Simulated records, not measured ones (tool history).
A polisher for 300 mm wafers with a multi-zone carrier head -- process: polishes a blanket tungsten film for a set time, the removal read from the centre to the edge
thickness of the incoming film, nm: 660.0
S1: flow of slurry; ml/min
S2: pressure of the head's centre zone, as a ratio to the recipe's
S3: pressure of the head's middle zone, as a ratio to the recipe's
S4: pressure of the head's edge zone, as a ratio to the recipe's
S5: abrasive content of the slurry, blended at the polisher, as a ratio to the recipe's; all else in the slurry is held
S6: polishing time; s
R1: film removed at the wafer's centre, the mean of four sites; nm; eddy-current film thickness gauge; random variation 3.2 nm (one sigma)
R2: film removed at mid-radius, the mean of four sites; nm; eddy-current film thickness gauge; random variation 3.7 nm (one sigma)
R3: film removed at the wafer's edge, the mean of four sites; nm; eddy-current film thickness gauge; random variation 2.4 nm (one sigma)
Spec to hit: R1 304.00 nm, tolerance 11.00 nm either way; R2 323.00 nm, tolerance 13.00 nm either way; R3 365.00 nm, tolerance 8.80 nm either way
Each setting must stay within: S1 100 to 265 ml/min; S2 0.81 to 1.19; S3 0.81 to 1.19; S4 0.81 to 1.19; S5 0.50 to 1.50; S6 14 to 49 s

run    day   S1    S2    S3    S4    S5  S6      R1      R2      R3
  1  0.000  170  1.00  1.00  1.00  1.00  31  228.98  223.29  230.31
  2  0.158  170  1.00  1.00  1.00  0.85  31  218.98  218.49  222.85
  3  0.421  170  1.00  1.00  0.95  0.85  31  220.96  217.32  215.13
  4  0.792  170  1.00  1.00  0.95  0.85  27  190.34  186.82  189.56
  5  1.062  195  1.00  1.00  0.95  0.85  27  194.58  194.03  192.13
  6  1.112  195  1.00  1.00  0.92  0.85  27  199.90  190.96  190.61
  7  1.375  195  0.99  0.99  0.95  0.90  28  203.79  200.62  203.28
  8  1.408  195  0.99  0.99  0.95  0.90  28  201.93  201.16  201.45
  9  1.567  195  0.99  0.98  0.98  0.95  29  213.10  209.25  213.48

Exercise: of the 5 proposed moves below, exactly one satisfies all targets within the stated allowed misses. Which move is it?
  A  1.725  190  0.84  0.92  1.09  1.10  46   ?   ?   ?
  B  1.725  230  1.01  0.96  0.88  0.90  39   ?   ?   ?
  C  1.725  200  1.08  0.87  0.99  1.20  38   ?   ?   ?
  D  1.725  265  0.95  1.19  0.81  0.70  48   ?   ?   ?
  E  1.725  125  0.96  0.87  1.01  1.20  45   ?   ?   ?

move      R1      R2      R3
   A  305.39  323.96  367.03
   B  296.92  280.81  279.40
   C  316.86  262.11  298.54
   D  338.32  402.36  320.71
   E  305.97  282.13  332.67
A: each result inside its tolerance
B: gains on the last run, yet a result remains outside its allowed miss
C: gains on the last run, yet a result remains outside its allowed miss
D: gains on the last run, yet a result remains outside its allowed miss
E: gains on the last run, yet a result remains outside its allowed miss
A is the move that brings every result within its allowed miss.

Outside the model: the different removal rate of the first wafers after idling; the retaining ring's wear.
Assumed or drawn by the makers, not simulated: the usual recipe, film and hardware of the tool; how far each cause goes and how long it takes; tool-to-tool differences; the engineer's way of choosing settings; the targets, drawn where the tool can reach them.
